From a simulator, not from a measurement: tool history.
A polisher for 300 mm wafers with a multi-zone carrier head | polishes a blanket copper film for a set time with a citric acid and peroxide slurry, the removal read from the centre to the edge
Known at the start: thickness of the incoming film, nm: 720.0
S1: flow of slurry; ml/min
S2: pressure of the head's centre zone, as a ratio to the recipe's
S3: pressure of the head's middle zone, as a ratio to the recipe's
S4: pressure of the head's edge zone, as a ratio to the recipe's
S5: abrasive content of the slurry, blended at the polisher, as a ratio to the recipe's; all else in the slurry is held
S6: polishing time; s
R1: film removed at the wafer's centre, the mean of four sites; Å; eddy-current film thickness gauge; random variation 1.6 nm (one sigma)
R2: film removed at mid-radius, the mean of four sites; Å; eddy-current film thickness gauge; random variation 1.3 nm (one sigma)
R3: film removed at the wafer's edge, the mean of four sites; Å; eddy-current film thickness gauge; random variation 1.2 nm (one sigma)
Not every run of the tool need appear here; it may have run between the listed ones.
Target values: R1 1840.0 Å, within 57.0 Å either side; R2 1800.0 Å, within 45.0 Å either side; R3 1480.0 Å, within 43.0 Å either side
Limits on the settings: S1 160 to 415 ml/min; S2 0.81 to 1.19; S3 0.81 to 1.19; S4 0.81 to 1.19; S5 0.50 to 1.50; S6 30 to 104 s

run	day	S1	S2	S3	S4	S5	S6	R1	R2	R3
1	0.000	265	1.00	1.00	1.00	1.00	67	1806.9	1785.2	1728.0
2	0.196	265	1.01	1.01	0.97	0.95	67	1783.1	1745.7	1688.6
3	0.375	270	1.03	1.04	0.95	0.95	67	1817.9	1809.9	1682.0
4	0.729	270	1.05	1.05	0.93	0.90	67	1881.1	1804.8	1645.1
5	0.975	265	1.05	1.06	0.91	0.90	67	1811.5	1814.3	1646.6
6	1.142	265	1.05	1.06	0.86	0.90	67	1834.3	1829.8	1579.6
7	1.454	265	1.06	1.06	0.85	0.90	67	1863.4	1805.2	1584.9
8	1.650	270	1.07	1.07	0.84	0.85	67	1857.4	1827.3	1550.6

Which one of the following 4 next-run settings gets every result inside its allowed miss? There is exactly one.
A	1.846	260	1.04	1.06	0.81	0.85	69	?	?	?
B	1.846	230	1.08	1.02	0.84	0.75	73	?	?	?
C	1.846	330	1.12	1.13	0.87	0.90	61	?	?	?
D	1.846	245	1.14	1.07	0.81	0.80	68	?	?	?

move	R1	R2	R3
A	1848.4	1859.8	1543.3
B	1932.7	1815.2	1589.2
C	1838.2	1806.5	1455.4
D	1951.6	1805.0	1489.3
A: better than the last run, though not everything is in spec
B: its largest miss is bigger than the last run's
C: every result within its allowed miss
D: the worst result of the last run now meets its target, but another is out of spec
Answer: C

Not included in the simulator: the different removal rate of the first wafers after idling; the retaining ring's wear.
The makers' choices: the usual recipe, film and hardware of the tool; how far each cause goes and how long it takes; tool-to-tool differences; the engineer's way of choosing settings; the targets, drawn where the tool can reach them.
